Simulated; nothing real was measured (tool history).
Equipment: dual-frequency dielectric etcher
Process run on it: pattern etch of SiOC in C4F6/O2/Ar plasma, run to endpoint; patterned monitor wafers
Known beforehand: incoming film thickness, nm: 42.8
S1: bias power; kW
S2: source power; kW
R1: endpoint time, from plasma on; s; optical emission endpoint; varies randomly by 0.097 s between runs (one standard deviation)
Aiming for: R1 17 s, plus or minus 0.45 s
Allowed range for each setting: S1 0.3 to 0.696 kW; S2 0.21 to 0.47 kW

{"run": 1, "hour": 0.0, "S1": 0.498, "S2": 0.34, "R1": 15.017}
{"run": 2, "hour": 7.2, "S1": 0.466, "S2": 0.33, "R1": 15.744}
{"run": 3, "hour": 8.4, "S1": 0.449, "S2": 0.33, "R1": 15.726}
{"run": 4, "hour": 17.3, "S1": 0.428, "S2": 0.32, "R1": 16.136}
{"run": 5, "hour": 19.2, "S1": 0.483, "S2": 0.32, "R1": 15.421}
{"run": 6, "hour": 26.7, "S1": 0.413, "S2": 0.32, "R1": 16.262}
{"run": 7, "hour": 31.6, "S1": 0.401, "S2": 0.32, "R1": 16.382}
{"run": 8, "hour": 33.9, "S1": 0.391, "S2": 0.32, "R1": 16.496}
{"run": 9, "hour": 38.2, "S1": 0.391, "S2": 0.32, "R1": 16.563}

Below are 5 possible settings for the next run. Only one of them brings all results inside the allowed miss of their targets. Which is it?
{"run": "A", "hour": 42.5, "S1": 0.403, "S2": 0.34, "R1": "?"}
{"run": "B", "hour": 42.5, "S1": 0.429, "S2": 0.34, "R1": "?"}
{"run": "C", "hour": 42.5, "S1": 0.44, "S2": 0.33, "R1": "?"}
{"run": "D", "hour": 42.5, "S1": 0.315, "S2": 0.42, "R1": "?"}
{"run": "E", "hour": 42.5, "S1": 0.368, "S2": 0.3, "R1": "?"}

move=A R1=16.005
move=B R1=15.735
move=C R1=15.784
move=D R1=15.847
move=E R1=17.104
A: lands further from the targets than the last run did
B: lands further from the targets than the last run did
C: lands further from the targets than the last run did
D: lands further from the targets than the last run did
E: each result inside its tolerance
The right move is E.
